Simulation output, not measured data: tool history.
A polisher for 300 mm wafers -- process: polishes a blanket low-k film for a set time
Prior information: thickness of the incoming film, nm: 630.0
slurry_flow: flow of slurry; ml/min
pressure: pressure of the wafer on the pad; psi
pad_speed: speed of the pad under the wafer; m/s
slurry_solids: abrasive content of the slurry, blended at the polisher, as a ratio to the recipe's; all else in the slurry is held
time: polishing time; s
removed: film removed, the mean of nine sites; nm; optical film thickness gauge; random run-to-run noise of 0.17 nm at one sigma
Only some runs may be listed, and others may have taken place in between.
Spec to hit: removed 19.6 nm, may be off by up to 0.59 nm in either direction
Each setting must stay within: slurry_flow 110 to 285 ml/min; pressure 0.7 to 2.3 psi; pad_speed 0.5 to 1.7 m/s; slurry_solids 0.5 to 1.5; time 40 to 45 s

run 1 hour=0 | slurry_flow=180 pressure=1.5 pad_speed=1.1 slurry_solids=1 time=45 | removed=12.974
run 2 hour=6.9 | slurry_flow=185 pressure=1.6 pad_speed=1.1 slurry_solids=1 time=45 | removed=13.596
run 3 hour=15.4 | slurry_flow=185 pressure=1.6 pad_speed=0.98 slurry_solids=1 time=45 | removed=12.326
run 4 hour=23.9 | slurry_flow=185 pressure=1.8 pad_speed=1 slurry_solids=1 time=45 | removed=14.102
run 5 hour=26.1 | slurry_flow=185 pressure=1.8 pad_speed=1 slurry_solids=1 time=40 | removed=12.345
run 6 hour=32.8 | slurry_flow=185 pressure=2.1 pad_speed=1 slurry_solids=1 time=40 | removed=13.92
run 7 hour=39.1 | slurry_flow=190 pressure=2.1 pad_speed=1.08 slurry_solids=1 time=40 | removed=14.798
run 8 hour=40.7 | slurry_flow=190 pressure=2.1 pad_speed=1.14 slurry_solids=1 time=40 | removed=15.468
run 9 hour=48.6 | slurry_flow=195 pressure=2.1 pad_speed=1.2 slurry_solids=1 time=40 | removed=15.962
run 10 hour=53.8 | slurry_flow=195 pressure=2.1 pad_speed=1.24 slurry_solids=1 time=40 | removed=16.604
run 11 hour=57 | slurry_flow=195 pressure=2.1 pad_speed=1.28 slurry_solids=1 time=40 | removed=16.918
run 12 hour=61.4 | slurry_flow=195 pressure=2.1 pad_speed=1.3 slurry_solids=1 time=40 | removed=17.12
run 13 hour=69.4 | slurry_flow=195 pressure=2.1 pad_speed=1.32 slurry_solids=1 time=40 | removed=17.489
run 14 hour=75.9 | slurry_flow=220 pressure=2.3 pad_speed=1.32 slurry_solids=1 time=40 | removed=19.036

5 next moves are on the table. One of them brings every result within its allowed miss. Which?
run A hour=82.4 | slurry_flow=170 pressure=1.8 pad_speed=1.66 slurry_solids=0.95 time=42 | removed=?
run B hour=82.4 | slurry_flow=185 pressure=2.3 pad_speed=1.24 slurry_solids=1.1 time=42 | removed=?
run C hour=82.4 | slurry_flow=210 pressure=2.2 pad_speed=1.34 slurry_solids=0.95 time=40 | removed=?
run D hour=82.4 | slurry_flow=240 pressure=2.1 pad_speed=1.26 slurry_solids=0.95 time=44 | removed=?
run E hour=82.4 | slurry_flow=205 pressure=2.3 pad_speed=1.28 slurry_solids=1.05 time=40 | removed=?

move=A removed=18.582
move=B removed=19.314
move=C removed=17.894
move=D removed=18.341
move=E removed=18.707
A: misses by more than the last run did
B: all results land within tolerance of their targets
C: misses by more than the last run did
D: misses by more than the last run did
E: misses by more than the last run did
Move B is the one to make.
